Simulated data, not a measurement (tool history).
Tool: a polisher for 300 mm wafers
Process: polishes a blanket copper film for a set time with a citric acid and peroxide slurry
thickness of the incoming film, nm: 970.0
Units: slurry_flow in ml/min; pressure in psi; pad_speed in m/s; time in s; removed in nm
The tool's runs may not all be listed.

run  hour  slurry_flow  pressure  pad_speed  slurry_solids  time  removed
  1     0          275       2.1       0.76              1    53   65.391
  2   3.8          275       1.9       0.76              1    53   58.957
  3   5.7          305       1.9       0.76              1    53   59.636
  4  10.7          305       1.9       0.76              1    53   60.302
  5  16.7          305       1.9        0.7              1    53   57.767
  6  24.5          295       1.8        0.7              1    53   53.558
  7  26.7          290       1.7        0.7              1    53   51.576

Forecast run 8:
  8    33          285       1.6        0.7              1    53        ?

removed: 48.336 nm

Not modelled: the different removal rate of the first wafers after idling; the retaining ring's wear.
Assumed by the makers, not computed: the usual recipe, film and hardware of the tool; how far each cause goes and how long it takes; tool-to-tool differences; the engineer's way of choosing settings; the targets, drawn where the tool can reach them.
